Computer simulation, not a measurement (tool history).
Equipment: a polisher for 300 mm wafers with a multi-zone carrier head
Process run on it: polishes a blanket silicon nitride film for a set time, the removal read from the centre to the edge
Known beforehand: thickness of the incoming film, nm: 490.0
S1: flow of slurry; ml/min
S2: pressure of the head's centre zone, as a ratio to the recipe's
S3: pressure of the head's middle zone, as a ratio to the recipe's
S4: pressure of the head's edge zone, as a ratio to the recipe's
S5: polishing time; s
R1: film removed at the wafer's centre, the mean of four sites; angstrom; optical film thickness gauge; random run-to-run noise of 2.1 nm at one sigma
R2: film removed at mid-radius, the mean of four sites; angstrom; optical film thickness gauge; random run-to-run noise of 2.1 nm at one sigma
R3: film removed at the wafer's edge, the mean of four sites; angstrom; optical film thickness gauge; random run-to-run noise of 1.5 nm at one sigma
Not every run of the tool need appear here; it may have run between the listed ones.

{"run": 1, "hour": 0.0, "S1": 240, "S2": 1.0, "S3": 1.0, "S4": 1.0, "S5": 75, "R1": 1324.7, "R2": 1304.3, "R3": 1266.9}
{"run": 2, "hour": 4.4, "S1": 240, "S2": 1.05, "S3": 1.0, "S4": 1.0, "S5": 75, "R1": 1383.2, "R2": 1317.0, "R3": 1268.7}
{"run": 3, "hour": 9.3, "S1": 245, "S2": 1.07, "S3": 1.0, "S4": 1.0, "S5": 76, "R1": 1438.4, "R2": 1343.8, "R3": 1297.1}
{"run": 4, "hour": 14.0, "S1": 245, "S2": 1.07, "S3": 1.0, "S4": 0.94, "S5": 76, "R1": 1426.2, "R2": 1287.8, "R3": 1242.4}
{"run": 5, "hour": 21.2, "S1": 245, "S2": 1.07, "S3": 1.04, "S4": 0.94, "S5": 76, "R1": 1443.2, "R2": 1371.2, "R3": 1257.2}
{"run": 6, "hour": 26.7, "S1": 250, "S2": 1.09, "S3": 1.04, "S4": 0.95, "S5": 77, "R1": 1482.5, "R2": 1399.2, "R3": 1280.0}
{"run": 7, "hour": 32.2, "S1": 255, "S2": 1.1, "S3": 1.04, "S4": 0.95, "S5": 78, "R1": 1509.9, "R2": 1437.9, "R3": 1328.1}

What will run 8 give?
{"run": 8, "hour": 36.2, "S1": 255, "S2": 1.11, "S3": 1.04, "S4": 0.94, "S5": 79, "R1": "?", "R2": "?", "R3": "?"}

{"run 8": {"R1": 1556.9, "R2": 1430.7, "R3": 1326.8}}
